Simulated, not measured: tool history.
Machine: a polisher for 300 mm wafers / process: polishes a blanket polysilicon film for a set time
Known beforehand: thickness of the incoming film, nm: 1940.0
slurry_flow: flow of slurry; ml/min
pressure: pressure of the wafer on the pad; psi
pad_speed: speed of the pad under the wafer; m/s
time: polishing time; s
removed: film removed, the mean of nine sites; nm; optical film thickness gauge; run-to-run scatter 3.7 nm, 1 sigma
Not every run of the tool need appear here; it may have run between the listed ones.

| run | hour | slurry_flow | pressure | pad_speed | time | removed |
|---|---|---|---|---|---|---|
| 1 | 0 | 165 | 2.1 | 0.78 | 53 | 313.13 |
| 2 | 5.3 | 170 | 2.2 | 0.78 | 53 | 327.9 |
| 3 | 9.1 | 170 | 2.6 | 0.78 | 53 | 379.69 |
| 4 | 16.7 | 170 | 2.6 | 0.78 | 47 | 339.04 |
| 5 | 23.2 | 170 | 2.6 | 0.78 | 53 | 392.96 |
| 6 | 26 | 170 | 2.6 | 0.62 | 53 | 312.86 |
| 7 | 27.5 | 175 | 2.7 | 0.62 | 53 | 326.95 |

Forecast run 8:
| 8 | 31.2 | 180 | 2.8 | 0.62 | 53 | ? |

{"run 8": {"removed": 336.35}}
